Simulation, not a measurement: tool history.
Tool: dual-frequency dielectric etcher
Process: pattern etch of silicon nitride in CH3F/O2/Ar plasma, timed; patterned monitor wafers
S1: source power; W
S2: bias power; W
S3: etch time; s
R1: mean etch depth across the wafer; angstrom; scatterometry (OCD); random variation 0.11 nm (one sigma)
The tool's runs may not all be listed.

run	hour	S1	S2	S3	R1
1	0.0	320	89	36.5	294.82
2	2.6	320	76	36.5	276.07
3	11.3	370	76	36.5	297.42
4	16.0	320	69	36.0	259.13
5	24.5	350	69	36.0	272.97
6	30.1	350	69	36.5	278.43
7	31.2	300	66	36.5	245.51
8	38.4	280	66	36.5	236.56

Run 9 comes next. What will it give?
9	44.9	260	66	36.5	?

Run 9 gave R1 227.58 angstrom.
